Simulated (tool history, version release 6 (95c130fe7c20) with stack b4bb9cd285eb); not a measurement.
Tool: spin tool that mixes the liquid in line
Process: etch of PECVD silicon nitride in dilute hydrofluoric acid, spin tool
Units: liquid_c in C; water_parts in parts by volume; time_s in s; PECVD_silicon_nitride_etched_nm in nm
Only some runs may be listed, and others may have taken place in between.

| run | day | liquid_c | water_parts | time_s | PECVD_silicon_nitride_etched_nm |
|---|---|---|---|---|---|
| 1 | 0 | 24 | 90 | 270 | 9.2074 |
| 2 | 0.046 | 24 | 90 | 270 | 9.2276 |
| 3 | 0.275 | 26 | 80 | 270 | 11.766 |
| 4 | 0.388 | 26 | 80 | 295 | 12.935 |
| 5 | 0.654 | 26 | 80 | 295 | 13.071 |
| 6 | 0.892 | 26 | 90 | 295 | 11.547 |
| 7 | 1.058 | 27.5 | 80 | 295 | 14.214 |

Run 8 is up next; what results do you expect?
| 8 | 1.217 | 28.5 | 75 | 295 | ? |

PECVD_silicon_nitride_etched_nm: 16.194 nm
